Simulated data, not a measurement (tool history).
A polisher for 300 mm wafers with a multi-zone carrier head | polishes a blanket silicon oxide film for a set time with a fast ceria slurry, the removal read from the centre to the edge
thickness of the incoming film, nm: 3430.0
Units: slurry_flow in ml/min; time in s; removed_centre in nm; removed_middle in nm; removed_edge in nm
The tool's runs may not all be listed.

run,hour,slurry_flow,centre_zone,middle_zone,edge_zone,time,removed_centre,removed_middle,removed_edge
1,0.0,150,1.00,1.00,1.00,55,765.16,793.05,789.64
2,6.3,180,1.00,1.00,1.00,55,808.07,812.56,807.58
3,10.3,180,1.07,1.00,1.00,55,886.38,816.40,807.72
4,16.2,160,1.01,0.95,0.95,49,705.30,684.55,690.43
5,22.9,160,1.01,0.95,0.95,39,566.03,547.79,551.41
6,24.2,145,0.97,0.92,0.93,38,519.40,506.12,530.98
7,29.7,130,0.94,0.92,0.92,38,483.18,497.39,527.17

The next listed run, before its measurement:
8,30.4,130,0.94,0.92,0.92,38,?,?,?

Run 8 gave removed_centre 481.82 nm, removed_middle 493.05 nm, removed_edge 524.56 nm.
